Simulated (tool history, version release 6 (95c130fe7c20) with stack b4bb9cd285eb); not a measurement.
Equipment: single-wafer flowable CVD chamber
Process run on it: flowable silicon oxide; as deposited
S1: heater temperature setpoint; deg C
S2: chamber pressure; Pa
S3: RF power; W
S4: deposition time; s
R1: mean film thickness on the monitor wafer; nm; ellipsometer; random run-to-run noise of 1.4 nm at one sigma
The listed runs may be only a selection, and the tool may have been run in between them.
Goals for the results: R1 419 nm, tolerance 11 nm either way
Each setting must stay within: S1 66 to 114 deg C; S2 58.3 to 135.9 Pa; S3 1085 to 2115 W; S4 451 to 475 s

run,hour,S1,S2,S3,S4,R1
1,0,90,97.1,1600,475,345.26
2,7.3,90,97.1,1600,451,328.6
3,14.1,90,97.1,1790,451,333.3
4,21.9,88,97.2,1790,451,352.13
5,23.3,88,97.2,1585,451,343.28
6,27.8,94,97.2,1585,451,289.68
7,36.4,90,97.3,1585,451,327.04
8,43.9,88,97.5,1585,451,346.5
9,51.3,86,97.6,1585,451,364.21
10,52.7,85,97.6,1585,451,371.83
11,60.9,84,97.6,1585,451,383.58
12,65.9,84,97.6,1585,451,382.57
13,71,83,97.6,1585,451,394.27
14,73.9,82,97.6,1585,451,404.23

Which of these 5 next moves meets every target?
A,76.8,80,97.2,1535,451,?
B,76.8,79,91.7,1340,451,?
C,76.8,85,99.2,1510,475,?
D,76.8,76,81.1,1725,451,?
E,76.8,82,86.5,1795,472,?

move,R1
A,422.52
B,398.93
C,395.95
D,398.68
E,384.71
A: in spec on every target
B: moves away from the targets compared with the last run
C: moves away from the targets compared with the last run
D: moves away from the targets compared with the last run
E: moves away from the targets compared with the last run
A meets every target.
